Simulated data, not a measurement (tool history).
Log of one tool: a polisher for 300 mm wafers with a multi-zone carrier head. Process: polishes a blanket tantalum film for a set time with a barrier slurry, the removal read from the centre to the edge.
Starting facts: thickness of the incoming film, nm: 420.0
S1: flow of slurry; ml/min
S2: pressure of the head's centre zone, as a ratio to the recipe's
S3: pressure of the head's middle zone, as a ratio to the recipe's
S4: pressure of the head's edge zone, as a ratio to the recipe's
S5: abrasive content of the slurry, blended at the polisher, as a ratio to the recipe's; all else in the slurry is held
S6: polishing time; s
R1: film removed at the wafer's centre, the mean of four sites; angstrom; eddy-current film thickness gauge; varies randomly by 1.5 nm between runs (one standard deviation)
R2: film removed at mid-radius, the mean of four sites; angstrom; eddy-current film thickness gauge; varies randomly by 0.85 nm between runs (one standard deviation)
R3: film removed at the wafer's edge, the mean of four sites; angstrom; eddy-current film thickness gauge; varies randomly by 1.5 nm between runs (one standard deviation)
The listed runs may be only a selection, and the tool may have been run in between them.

run,hour,S1,S2,S3,S4,S5,S6,R1,R2,R3
1,0,145,1,1,1,1,45,805.9,779.51,788.21
2,4.6,145,0.94,1,1,1,45,744.8,766.05,806.58
3,12.3,145,0.94,1,1,1.2,45,779.86,819.52,847.83
4,17.3,155,0.96,1.02,1.02,1.25,46,860,886.32,887.14
5,24,155,0.96,1.02,1.08,1.25,46,853.99,869.55,905.79
6,28.8,155,0.89,1.02,1.08,1.25,46,795.33,877.53,913.55

Predict the results of run 7:
7,35.4,160,0.91,1.04,1.09,1.3,47,?,?,?

{"run 7": {"R1": 851.24, "R2": 925.47, "R3": 944.4}}
